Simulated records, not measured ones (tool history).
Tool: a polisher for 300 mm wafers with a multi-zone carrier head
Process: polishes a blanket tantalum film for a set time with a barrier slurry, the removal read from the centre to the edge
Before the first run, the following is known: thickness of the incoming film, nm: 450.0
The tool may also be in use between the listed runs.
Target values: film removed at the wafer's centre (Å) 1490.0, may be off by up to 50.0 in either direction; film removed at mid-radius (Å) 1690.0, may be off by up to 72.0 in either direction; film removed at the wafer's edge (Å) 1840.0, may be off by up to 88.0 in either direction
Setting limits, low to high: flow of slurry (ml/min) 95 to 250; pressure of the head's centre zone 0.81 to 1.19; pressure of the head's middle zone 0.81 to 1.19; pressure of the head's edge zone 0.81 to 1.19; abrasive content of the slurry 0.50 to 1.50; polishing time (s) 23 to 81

run	hour	flow of slurry (ml/min)	pressure of the head's centre zone	pressure of the head's middle zone	pressure of the head's edge zone	abrasive content of the slurry	polishing time (s)	film removed at the wafer's centre (Å)	film removed at mid-radius (Å)	film removed at the wafer's edge (Å)
1	0.0	160	1.00	1.00	1.00	1.00	52	1463.8	1339.7	1334.4
2	1.3	165	0.94	1.00	1.06	1.15	53	1515.4	1430.4	1480.7
3	9.5	165	0.94	0.94	1.06	1.15	53	1528.8	1360.7	1502.1
4	11.4	145	0.90	0.98	1.10	1.25	54	1461.3	1460.7	1550.0
5	12.9	140	0.87	0.98	1.13	1.35	55	1480.0	1471.8	1637.1
6	16.6	135	0.85	1.00	1.15	1.40	56	1484.0	1530.2	1652.3
7	18.4	120	0.84	1.01	1.16	1.40	58	1513.9	1610.6	1754.8
8	21.1	110	0.83	1.02	1.17	1.40	59	1475.8	1594.7	1770.3
9	25.6	110	0.82	1.03	1.18	1.40	59	1465.8	1634.6	1734.0
10	30.8	110	0.82	1.03	1.18	1.40	59	1448.0	1672.2	1748.5

Pick the move, out of 4, that brings all results within their allowed miss; only one does.
A	36.0	95	0.83	0.95	1.19	1.35	63	?	?	?
B	36.0	105	0.81	1.01	1.19	1.15	66	?	?	?
C	36.0	110	0.90	1.02	1.19	1.50	60	?	?	?
D	36.0	95	0.81	1.12	1.19	1.25	60	?	?	?

move	film removed at the wafer's centre (Å)	film removed at mid-radius (Å)	film removed at the wafer's edge (Å)
A	1531.3	1553.0	1856.0
B	1535.2	1671.4	1884.7
C	1661.3	1652.9	1844.3
D	1399.8	1667.4	1729.0
A: puts the biggest miss on target and leaves a different result outside tolerance
B: all results in spec
C: puts the biggest miss on target and leaves a different result outside tolerance
D: moves away from the targets compared with the last run
Move B is the one to make.
